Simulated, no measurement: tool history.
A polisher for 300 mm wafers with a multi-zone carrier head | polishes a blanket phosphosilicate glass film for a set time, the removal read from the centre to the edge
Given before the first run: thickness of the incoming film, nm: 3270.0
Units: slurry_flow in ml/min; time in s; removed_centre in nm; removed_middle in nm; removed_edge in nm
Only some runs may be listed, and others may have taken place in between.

Run 1, hour 0: slurry_flow 205 ml/min, centre_zone 1, middle_zone 1, edge_zone 1, slurry_solids 1, time 48 s. Result: removed_centre 387.54 nm, removed_middle 389.94 nm, removed_edge 370.46 nm.
Run 2, hour 2.5: slurry_flow 205 ml/min, centre_zone 1, middle_zone 1, edge_zone 1, slurry_solids 0.8, time 48 s. Result: removed_centre 327.71 nm, removed_middle 329.95 nm, removed_edge 314.27 nm.
Run 3, hour 10.9: slurry_flow 205 ml/min, centre_zone 1, middle_zone 1.07, edge_zone 1, slurry_solids 0.8, time 48 s. Result: removed_centre 324.12 nm, removed_middle 350.19 nm, removed_edge 314.17 nm.
Run 4, hour 15.4: slurry_flow 205 ml/min, centre_zone 1, middle_zone 1.07, edge_zone 1, slurry_solids 1, time 48 s. Result: removed_centre 387.37 nm, removed_middle 420.72 nm, removed_edge 374.71 nm.
Run 5, hour 20.9: slurry_flow 205 ml/min, centre_zone 1, middle_zone 1.07, edge_zone 1, slurry_solids 1.1, time 48 s. Result: removed_centre 411.63 nm, removed_middle 444.34 nm, removed_edge 401.81 nm.
Run 6, hour 27.9: slurry_flow 205 ml/min, centre_zone 0.96, middle_zone 1.07, edge_zone 1, slurry_solids 1.1, time 48 s. Result: removed_centre 392.74 nm, removed_middle 437.36 nm, removed_edge 400.18 nm.
Run 7, hour 35.4: slurry_flow 205 ml/min, centre_zone 0.96, middle_zone 1.06, edge_zone 0.97, slurry_solids 1, time 48 s. Result: removed_centre 383.14 nm, removed_middle 410.85 nm, removed_edge 376.04 nm.
Run 8, hour 43.1: slurry_flow 205 ml/min, centre_zone 0.98, middle_zone 1.07, edge_zone 0.98, slurry_solids 0.9, time 48 s. Result: removed_centre 352.5 nm, removed_middle 385.85 nm, removed_edge 347.59 nm.
Run 9, hour 44.1: slurry_flow 205 ml/min, centre_zone 1, middle_zone 1.08, edge_zone 0.99, slurry_solids 0.85, time 48 s. Result: removed_centre 343.88 nm, removed_middle 375.02 nm, removed_edge 332.76 nm.
Run 10, hour 51.4: slurry_flow 205 ml/min, centre_zone 1.01, middle_zone 1.08, edge_zone 0.99, slurry_solids 0.8, time 48 s. Result: removed_centre 334.37 nm, removed_middle 354.12 nm, removed_edge 313.81 nm.
Run 11, hour 54.4: slurry_flow 200 ml/min, centre_zone 1.01, middle_zone 1.09, edge_zone 0.99, slurry_solids 0.75, time 48 s. Result: removed_centre 310.46 nm, removed_middle 333.93 nm, removed_edge 293.67 nm.
Run 12, hour 57.2: slurry_flow 200 ml/min, centre_zone 1.01, middle_zone 1.09, edge_zone 0.99, slurry_solids 0.75, time 48 s. Result: removed_centre 304.91 nm, removed_middle 335.7 nm, removed_edge 294.29 nm.
Run 13, hour 61.3: slurry_flow 190 ml/min, centre_zone 1.02, middle_zone 1.09, edge_zone 0.98, slurry_solids 0.75, time 48 s. Result: removed_centre 315.02 nm, removed_middle 334.34 nm, removed_edge 285 nm.
Run 14, hour 63.8: slurry_flow 180 ml/min, centre_zone 1.01, middle_zone 1.09, edge_zone 0.98, slurry_solids 0.75, time 48 s. Result: removed_centre 301.7 nm, removed_middle 326.97 nm, removed_edge 291.41 nm.
Run 15, hour 64.4: slurry_flow 175 ml/min, centre_zone 1.02, middle_zone 1.1, edge_zone 0.97, slurry_solids 0.75, time 48 s. Result: removed_centre 306.37 nm, removed_middle 328.42 nm, removed_edge 282.61 nm.
Run 16, hour 69.9: slurry_flow 170 ml/min, centre_zone 1.02, middle_zone 1.1, edge_zone 0.97, slurry_solids 0.75, time 48 s. Result: removed_centre 312.44 nm, removed_middle 327.73 nm, removed_edge 295.95 nm.

Forecast run 17:
Run 17, hour 77.5: slurry_flow 175 ml/min, centre_zone 1.02, middle_zone 1.1, edge_zone 0.97, slurry_solids 0.7, time 48 s. Result: removed_centre ?, removed_middle ?, removed_edge ?.

removed_centre: 280.62 nm
removed_middle: 307.64 nm
removed_edge: 269.22 nm
